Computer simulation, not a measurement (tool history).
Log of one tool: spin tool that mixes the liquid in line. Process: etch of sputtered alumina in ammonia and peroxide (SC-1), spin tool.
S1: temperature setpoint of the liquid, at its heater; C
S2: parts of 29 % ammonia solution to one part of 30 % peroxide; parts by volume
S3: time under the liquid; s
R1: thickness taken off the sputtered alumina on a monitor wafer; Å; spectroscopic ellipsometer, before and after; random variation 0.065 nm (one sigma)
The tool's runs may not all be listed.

| run | hour | S1 | S2 | S3 | R1 |
|---|---|---|---|---|---|
| 1 | 0.0 | 50.0 | 0.9 | 270 | 90.885 |
| 2 | 4.7 | 52.0 | 0.9 | 270 | 101.660 |
| 3 | 12.8 | 52.0 | 0.9 | 270 | 100.870 |
| 4 | 17.0 | 52.0 | 1.2 | 270 | 104.290 |
| 5 | 19.1 | 58.0 | 1.2 | 270 | 144.610 |
| 6 | 27.3 | 58.5 | 1.2 | 270 | 149.040 |

Run 7 comes next. What will it give?
| 7 | 34.7 | 59.0 | 1.2 | 270 | ? |

Run 7 gave R1 152.760 Å.
